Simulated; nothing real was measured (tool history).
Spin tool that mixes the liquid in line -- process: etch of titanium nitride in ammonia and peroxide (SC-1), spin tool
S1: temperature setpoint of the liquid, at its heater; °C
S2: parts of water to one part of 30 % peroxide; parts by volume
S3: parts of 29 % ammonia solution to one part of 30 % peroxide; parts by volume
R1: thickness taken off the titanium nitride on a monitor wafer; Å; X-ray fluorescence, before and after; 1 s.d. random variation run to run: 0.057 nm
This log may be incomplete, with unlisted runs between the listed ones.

run 1 hour=0.0 | S1=62.0 S2=12.5 S3=1.0 time_under_the_liquid_(s)=80 | R1=142.530
run 2 hour=6.8 | S1=60.0 S2=12.5 S3=1.0 time_under_the_liquid_(s)=80 | R1=125.310
run 3 hour=15.1 | S1=60.0 S2=12.5 S3=1.2 time_under_the_liquid_(s)=80 | R1=129.010
run 4 hour=19.5 | S1=54.5 S2=12.5 S3=1.2 time_under_the_liquid_(s)=80 | R1=88.756
run 5 hour=25.6 | S1=53.5 S2=12.5 S3=1.2 time_under_the_liquid_(s)=80 | R1=84.664
run 6 hour=31.5 | S1=53.0 S2=12.5 S3=1.2 time_under_the_liquid_(s)=80 | R1=81.779

Run 7 has not been measured yet. What should we expect?
run 7 hour=39.5 | S1=52.5 S2=12.5 S3=1.2 time_under_the_liquid_(s)=80 | R1=?

R1: 78.248 Å

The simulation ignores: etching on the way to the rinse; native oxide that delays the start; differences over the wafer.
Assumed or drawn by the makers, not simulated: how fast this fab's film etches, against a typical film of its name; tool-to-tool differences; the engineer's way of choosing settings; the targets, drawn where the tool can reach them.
